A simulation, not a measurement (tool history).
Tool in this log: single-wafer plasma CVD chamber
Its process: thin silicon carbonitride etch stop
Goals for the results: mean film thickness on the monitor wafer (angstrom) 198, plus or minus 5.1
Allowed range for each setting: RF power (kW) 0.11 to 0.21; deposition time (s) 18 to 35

| run | hour | RF power (kW) | deposition time (s) | mean film thickness on the monitor wafer (angstrom) |
|---|---|---|---|---|
| 1 | 0 | 0.16 | 26.5 | 144.31 |
| 2 | 1.5 | 0.17 | 28.5 | 158.92 |
| 3 | 7.2 | 0.17 | 25.9 | 145.2 |
| 4 | 13.2 | 0.18 | 27.8 | 159.48 |
| 5 | 14.2 | 0.185 | 29 | 168.19 |
| 6 | 15.3 | 0.17 | 29 | 161.93 |
| 7 | 24 | 0.18 | 30 | 171.55 |
| 8 | 31.2 | 0.185 | 30.8 | 179.04 |

Which of these 5 next moves meets every target?
| A | 38.4 | 0.18 | 32.4 | ? |
| B | 38.4 | 0.16 | 29 | ? |
| C | 38.4 | 0.19 | 31.1 | ? |
| D | 38.4 | 0.18 | 31.8 | ? |
| E | 38.4 | 0.21 | 32.3 | ? |

| move | mean film thickness on the monitor wafer (angstrom) |
|---|---|
| A | 184.22 |
| B | 156.61 |
| C | 180.91 |
| D | 180.81 |
| E | 195.75 |
A: moves toward the targets from the last run without getting all of them in spec
B: moves away from the targets compared with the last run
C: moves toward the targets from the last run without getting all of them in spec
D: moves toward the targets from the last run without getting all of them in spec
E: every result lands within tolerance
E meets every target.
